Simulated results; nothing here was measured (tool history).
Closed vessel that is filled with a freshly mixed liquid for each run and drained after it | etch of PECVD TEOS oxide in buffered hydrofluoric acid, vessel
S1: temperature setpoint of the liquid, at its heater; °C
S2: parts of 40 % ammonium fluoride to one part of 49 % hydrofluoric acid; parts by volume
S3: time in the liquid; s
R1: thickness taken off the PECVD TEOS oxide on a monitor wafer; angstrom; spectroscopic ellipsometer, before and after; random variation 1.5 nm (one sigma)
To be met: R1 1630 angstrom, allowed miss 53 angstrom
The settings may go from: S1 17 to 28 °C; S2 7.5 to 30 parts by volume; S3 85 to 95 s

run	hour	S1	S2	S3	R1
1	0	20	21	85	903.03
2	0.7	22	21	85	994.26
3	9	23	20	85	1090.8
4	12.8	23	20	85	1088.3
5	17.8	23	20	95	1212.9
6	22.8	24	19.5	95	1322.3
7	30.4	25	19.5	95	1406.2
8	34.3	25.5	19.5	95	1465.3
9	36.9	26	19.5	95	1468
10	45.5	26.5	19.5	95	1505.1
11	53.7	27	19.5	95	1555.3

Which of these 5 next moves meets every target?
A	61.9	27.5	20.5	90	?
B	61.9	28	18.5	90	?
C	61.9	28	23.5	95	?
D	61.9	27.5	21.5	90	?
E	61.9	28	24	95	?

move	R1
A	1482.5
B	1672.1
C	1463.7
D	1434.8
E	1442.7
A: further off than the last run
B: meets every target
C: further off than the last run
D: further off than the last run
E: further off than the last run
The right move is B.

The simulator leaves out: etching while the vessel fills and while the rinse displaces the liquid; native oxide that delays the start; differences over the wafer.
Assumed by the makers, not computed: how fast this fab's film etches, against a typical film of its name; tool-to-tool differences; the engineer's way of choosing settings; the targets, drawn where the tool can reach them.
